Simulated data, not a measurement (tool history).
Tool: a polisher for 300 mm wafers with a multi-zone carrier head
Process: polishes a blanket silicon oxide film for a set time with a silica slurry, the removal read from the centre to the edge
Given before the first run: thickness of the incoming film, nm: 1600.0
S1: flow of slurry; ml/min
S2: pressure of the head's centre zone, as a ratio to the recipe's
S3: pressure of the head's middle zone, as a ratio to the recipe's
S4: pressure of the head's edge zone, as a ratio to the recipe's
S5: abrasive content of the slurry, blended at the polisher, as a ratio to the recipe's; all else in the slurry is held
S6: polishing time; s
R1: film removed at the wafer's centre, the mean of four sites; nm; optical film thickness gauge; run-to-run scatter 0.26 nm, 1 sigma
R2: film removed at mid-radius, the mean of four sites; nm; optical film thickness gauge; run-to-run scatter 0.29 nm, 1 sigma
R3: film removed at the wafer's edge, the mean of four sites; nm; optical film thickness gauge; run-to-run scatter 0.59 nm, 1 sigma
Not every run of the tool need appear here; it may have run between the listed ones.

run	hour	S1	S2	S3	S4	S5	S6	R1	R2	R3
1	0	295	1	1	1	1	39	65.985	67.101	68.095
2	7	365	1	1	1	1	39	67.9	67.928	67.951
3	15.9	345	0.94	1	0.97	0.85	36	52.358	55.712	56.847
4	23	345	0.86	1	0.97	0.85	36	47.098	55.663	57.597
5	31.2	350	0.85	1.02	0.92	0.75	35	41.294	49.766	48.16
6	39.1	350	0.85	0.97	0.92	0.75	35	40.928	47.44	47.459
7	43.5	265	0.81	1.02	0.85	0.5	35	21.989	27.91	26.515
8	51.3	325	0.81	1.02	0.87	0.5	35	22.799	28.802	26.863
9	56.4	345	0.85	1.07	0.96	0.5	35	24.095	30.311	28.959
10	57.4	380	0.84	1.06	0.96	0.55	35	28.263	36.03	34.311
11	60.8	460	0.86	1.05	0.96	0.55	35	29.262	35.759	34.455
12	65.1	450	0.92	1.15	1.06	0.8	35	47.911	59.189	55.478
13	69.2	425	0.88	1.1	0.99	0.8	35	45.786	56.907	53.768
14	70.9	365	0.86	1.08	0.95	0.75	35	41.665	51.546	48.139
15	78.8	320	0.85	1.08	0.95	0.75	35	40.978	51.801	48.424
16	86.9	300	0.84	1.06	0.93	0.75	35	40.079	49.685	46.555
17	89.7	290	0.83	1.05	0.92	0.75	35	39.425	49.829	46.825
18	94.1	265	0.82	1.04	0.9	0.75	35	38.295	48.861	46.501
19	98.1	265	0.82	1.04	0.9	0.75	35	38.317	48.845	45.762
20	100	245	0.82	1.03	0.88	0.75	35	37.737	48.219	45.592
21	103.7	245	0.82	1.02	0.86	0.75	35	37.904	47.871	44.053

What will run 22 give?
22	105.8	230	0.82	1.01	0.86	0.75	35	?	?	?

{"run 22": {"R1": 37.769, "R2": 47.044, "R3": 45.254}}

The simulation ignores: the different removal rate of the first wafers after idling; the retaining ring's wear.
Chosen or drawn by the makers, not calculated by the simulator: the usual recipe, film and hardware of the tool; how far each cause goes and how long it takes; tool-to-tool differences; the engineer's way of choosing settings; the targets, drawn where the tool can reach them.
